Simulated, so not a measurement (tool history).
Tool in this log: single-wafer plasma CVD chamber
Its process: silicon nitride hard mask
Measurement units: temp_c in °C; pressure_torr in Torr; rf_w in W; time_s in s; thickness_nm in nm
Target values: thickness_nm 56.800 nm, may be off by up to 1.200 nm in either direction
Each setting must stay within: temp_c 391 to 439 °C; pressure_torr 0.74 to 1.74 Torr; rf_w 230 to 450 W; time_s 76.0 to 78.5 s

{"run": 1, "hour": 0.0, "temp_c": 415, "pressure_torr": 1.24, "rf_w": 340, "time_s": 76.0, "thickness_nm": 83.673}
{"run": 2, "hour": 7.0, "temp_c": 415, "pressure_torr": 1.24, "rf_w": 340, "time_s": 76.0, "thickness_nm": 84.574}
{"run": 3, "hour": 11.8, "temp_c": 423, "pressure_torr": 1.24, "rf_w": 340, "time_s": 76.0, "thickness_nm": 84.309}
{"run": 4, "hour": 18.4, "temp_c": 433, "pressure_torr": 1.24, "rf_w": 340, "time_s": 76.0, "thickness_nm": 82.766}
{"run": 5, "hour": 27.2, "temp_c": 433, "pressure_torr": 1.41, "rf_w": 340, "time_s": 76.0, "thickness_nm": 87.628}
{"run": 6, "hour": 35.7, "temp_c": 433, "pressure_torr": 1.5, "rf_w": 340, "time_s": 76.0, "thickness_nm": 90.006}
{"run": 7, "hour": 41.2, "temp_c": 434, "pressure_torr": 1.41, "rf_w": 325, "time_s": 76.0, "thickness_nm": 85.079}
{"run": 8, "hour": 48.1, "temp_c": 435, "pressure_torr": 1.33, "rf_w": 315, "time_s": 76.0, "thickness_nm": 80.525}
{"run": 9, "hour": 52.6, "temp_c": 435, "pressure_torr": 1.27, "rf_w": 305, "time_s": 76.0, "thickness_nm": 77.411}
{"run": 10, "hour": 60.9, "temp_c": 435, "pressure_torr": 1.22, "rf_w": 295, "time_s": 76.0, "thickness_nm": 75.723}

Pick the move, out of 5, that brings all results within their allowed miss; only one does.
{"run": "A", "hour": 69.2, "temp_c": 434, "pressure_torr": 1.14, "rf_w": 275, "time_s": 76.0, "thickness_nm": "?"}
{"run": "B", "hour": 69.2, "temp_c": 437, "pressure_torr": 1.62, "rf_w": 345, "time_s": 78.5, "thickness_nm": "?"}
{"run": "C", "hour": 69.2, "temp_c": 433, "pressure_torr": 0.83, "rf_w": 235, "time_s": 76.0, "thickness_nm": "?"}
{"run": "D", "hour": 69.2, "temp_c": 432, "pressure_torr": 1.6, "rf_w": 360, "time_s": 78.5, "thickness_nm": "?"}
{"run": "E", "hour": 69.2, "temp_c": 438, "pressure_torr": 0.76, "rf_w": 295, "time_s": 76.0, "thickness_nm": "?"}

move=A thickness_nm=68.825
move=B thickness_nm=95.426
move=C thickness_nm=51.323
move=D thickness_nm=97.864
move=E thickness_nm=56.586
A: closes in on the targets versus the last run, not all within tolerance yet
B: its largest miss is bigger than the last run's
C: moves the result that the last run missed by most past its target, out the other side
D: its largest miss is bigger than the last run's
E: every result within its allowed miss
Go with E: it meets all targets.
